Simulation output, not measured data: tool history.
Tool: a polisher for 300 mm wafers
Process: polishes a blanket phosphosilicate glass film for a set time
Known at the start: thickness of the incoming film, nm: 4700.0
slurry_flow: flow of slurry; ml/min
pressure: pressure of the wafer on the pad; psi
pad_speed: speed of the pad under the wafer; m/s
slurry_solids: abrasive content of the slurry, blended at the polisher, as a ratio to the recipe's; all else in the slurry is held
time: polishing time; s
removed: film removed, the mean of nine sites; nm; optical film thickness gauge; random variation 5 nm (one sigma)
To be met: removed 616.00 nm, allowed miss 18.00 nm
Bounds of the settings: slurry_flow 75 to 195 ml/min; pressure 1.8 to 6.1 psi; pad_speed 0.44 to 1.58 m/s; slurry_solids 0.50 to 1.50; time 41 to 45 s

run,hour,slurry_flow,pressure,pad_speed,slurry_solids,time,removed
1,0.0,125,3.9,1.00,1.00,45,429.41
2,5.0,130,4.1,1.00,1.00,45,460.55
3,7.0,130,4.1,1.00,1.10,45,473.32
4,13.5,135,4.2,1.00,1.10,45,489.21
5,22.5,165,4.2,1.00,1.10,45,511.56
6,24.2,165,4.3,1.00,1.10,45,514.94
7,29.7,165,4.3,1.00,1.10,45,517.01
8,34.2,165,4.4,1.00,1.10,45,531.16
9,37.6,165,4.5,1.00,1.10,45,541.05
10,44.9,165,4.6,1.00,1.10,45,560.64
11,47.9,170,4.8,1.00,1.10,45,580.07

5 next moves are on the table. One of them brings every result within its allowed miss. Which?
A,50.9,180,5.2,1.08,1.05,45,?
B,50.9,160,5.4,1.02,1.10,45,?
C,50.9,190,5.6,1.02,0.95,45,?
D,50.9,150,4.9,1.18,1.05,45,?
E,50.9,185,4.3,1.12,1.25,45,?

move,removed
A,663.61
B,659.33
C,655.76
D,652.79
E,614.02
A: takes the result that was furthest off past its target
B: takes the result that was furthest off past its target
C: takes the result that was furthest off past its target
D: takes the result that was furthest off past its target
E: meets every target
The right move is E.
